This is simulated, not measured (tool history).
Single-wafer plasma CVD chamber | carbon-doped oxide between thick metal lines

run,hour,heater temperature setpoint (deg C),chamber pressure (Pa),RF power (kW),deposition time (s),mean film thickness on the monitor wafer (Å)
1,0.0,350,812,0.590,140,8315.2
2,5.5,350,812,0.525,140,7748.8
3,10.3,350,812,0.525,140,7687.3
4,14.7,351,801,0.515,140,7630.2
5,17.0,342,801,0.515,140,7831.9
6,21.9,343,788,0.505,140,7701.4
7,23.4,344,775,0.495,140,7617.3
8,24.3,345,769,0.485,140,7472.3

The next listed run, before its measurement:
9,31.1,345,769,0.485,140,?

mean film thickness on the monitor wafer (Å): 7580.6

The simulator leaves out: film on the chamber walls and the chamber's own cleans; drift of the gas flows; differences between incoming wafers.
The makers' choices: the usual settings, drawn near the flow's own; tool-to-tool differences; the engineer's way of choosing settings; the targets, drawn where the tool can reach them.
